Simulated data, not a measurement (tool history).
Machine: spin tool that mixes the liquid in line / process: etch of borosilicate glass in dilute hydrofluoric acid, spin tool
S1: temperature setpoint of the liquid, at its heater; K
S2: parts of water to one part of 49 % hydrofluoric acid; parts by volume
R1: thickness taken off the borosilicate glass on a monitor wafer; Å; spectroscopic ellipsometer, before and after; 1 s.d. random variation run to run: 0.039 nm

run 1 hour=0.0 | S1=296.15 S2=150 time_under_the_liquid_(s)=15 | R1=39.389
run 2 hour=0.6 | S1=298.15 S2=125 time_under_the_liquid_(s)=15 | R1=52.440
run 3 hour=1.5 | S1=299.65 S2=105 time_under_the_liquid_(s)=15 | R1=67.892
run 4 hour=4.2 | S1=300.65 S2=95 time_under_the_liquid_(s)=15 | R1=79.675
run 5 hour=6.3 | S1=301.65 S2=90 time_under_the_liquid_(s)=15 | R1=87.207
run 6 hour=7.4 | S1=298.15 S2=90 time_under_the_liquid_(s)=15 | R1=76.047

Estimate the outcome of run 7 from the log above:
run 7 hour=14.2 | S1=299.65 S2=85 time_under_the_liquid_(s)=15 | R1=?

Logged for run 7: R1 86.571 Å.

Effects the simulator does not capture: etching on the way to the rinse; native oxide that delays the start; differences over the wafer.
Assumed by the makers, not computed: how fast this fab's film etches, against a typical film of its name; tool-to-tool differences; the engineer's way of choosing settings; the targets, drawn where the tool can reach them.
